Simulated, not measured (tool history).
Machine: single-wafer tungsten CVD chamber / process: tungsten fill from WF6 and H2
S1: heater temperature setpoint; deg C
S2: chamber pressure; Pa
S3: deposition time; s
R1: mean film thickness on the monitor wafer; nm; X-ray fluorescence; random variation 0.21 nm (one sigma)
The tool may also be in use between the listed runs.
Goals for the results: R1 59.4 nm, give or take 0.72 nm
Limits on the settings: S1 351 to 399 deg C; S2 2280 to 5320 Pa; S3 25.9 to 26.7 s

{"run": 1, "day": 0.0, "S1": 375, "S2": 3800, "S3": 25.9, "R1": 47.996}
{"run": 2, "day": 0.029, "S1": 377, "S2": 3800, "S3": 25.9, "R1": 49.901}
{"run": 3, "day": 0.375, "S1": 379, "S2": 3800, "S3": 25.9, "R1": 51.878}
{"run": 4, "day": 0.633, "S1": 380, "S2": 3800, "S3": 25.9, "R1": 52.475}
{"run": 5, "day": 0.717, "S1": 381, "S2": 3800, "S3": 25.9, "R1": 53.48}
{"run": 6, "day": 0.925, "S1": 381, "S2": 3800, "S3": 26.7, "R1": 55.202}
{"run": 7, "day": 1.296, "S1": 381, "S2": 3800, "S3": 26.7, "R1": 55.272}
{"run": 8, "day": 1.45, "S1": 382, "S2": 3800, "S3": 26.7, "R1": 56.533}
{"run": 9, "day": 1.758, "S1": 383, "S2": 3800, "S3": 26.7, "R1": 57.113}
{"run": 10, "day": 2.112, "S1": 384, "S2": 3800, "S3": 26.7, "R1": 58.161}

Below are 5 possible settings for the next run. Only one of them brings all results inside the allowed miss of their targets. Which is it?
{"run": "A", "day": 2.467, "S1": 381, "S2": 4733, "S3": 26.7, "R1": "?"}
{"run": "B", "day": 2.467, "S1": 388, "S2": 3160, "S3": 26.2, "R1": "?"}
{"run": "C", "day": 2.467, "S1": 386, "S2": 3426, "S3": 25.9, "R1": "?"}
{"run": "D", "day": 2.467, "S1": 382, "S2": 3813, "S3": 26.7, "R1": "?"}
{"run": "E", "day": 2.467, "S1": 380, "S2": 4053, "S3": 26.7, "R1": "?"}

move=A R1=59.486
move=B R1=57.992
move=C R1=56.742
move=D R1=56.396
move=E R1=55.51
A: in spec on every target
B: misses by more than the last run did
C: misses by more than the last run did
D: misses by more than the last run did
E: misses by more than the last run did
A meets every target.

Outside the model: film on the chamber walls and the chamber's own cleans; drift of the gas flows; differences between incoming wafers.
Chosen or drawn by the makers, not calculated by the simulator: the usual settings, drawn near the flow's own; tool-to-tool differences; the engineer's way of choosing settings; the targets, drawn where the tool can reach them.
